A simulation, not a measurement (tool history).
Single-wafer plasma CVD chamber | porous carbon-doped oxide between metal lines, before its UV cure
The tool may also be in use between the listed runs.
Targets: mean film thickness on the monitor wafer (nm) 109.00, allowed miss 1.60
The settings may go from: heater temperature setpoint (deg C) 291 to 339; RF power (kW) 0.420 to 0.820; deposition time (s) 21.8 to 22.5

run  hour  heater temperature setpoint (deg C)  RF power (kW)  deposition time (s)  mean film thickness on the monitor wafer (nm)
  1   0.0                                  315          0.620                 21.8                                         127.99
  2   4.5                                  315          0.620                 22.5                                         131.49
  3   8.6                                  321          0.600                 22.5                                         125.02
  4  13.6                                  325          0.585                 22.5                                         120.22
  5  17.4                                  325          0.635                 22.5                                         128.96
  6  20.5                                  325          0.575                 22.5                                         118.31
  7  24.8                                  328          0.570                 22.5                                         116.38
  8  26.0                                  330          0.565                 22.5                                         114.93
  9  30.9                                  332          0.560                 22.5                                         112.52
 10  33.1                                  333          0.560                 22.5                                         112.00
 11  34.6                                  334          0.560                 22.5                                         111.88
 12  40.9                                  335          0.560                 22.5                                         111.65
 13  45.0                                  336          0.560                 22.5                                         111.04

4 next moves are on the table. One of them brings every result within its allowed miss. Which?
  A  49.1                                  334          0.580                 22.5                                              ?
  B  49.1                                  332          0.555                 22.5                                              ?
  C  49.1                                  333          0.540                 22.5                                              ?
  D  49.1                                  313          0.515                 22.5                                              ?

move  mean film thickness on the monitor wafer (nm)
   A                                         115.11
   B                                         111.83
   C                                         108.79
   D                                         113.97
A: further off than the last run
B: further off than the last run
C: meets every target
D: further off than the last run
Move C is the one to make.
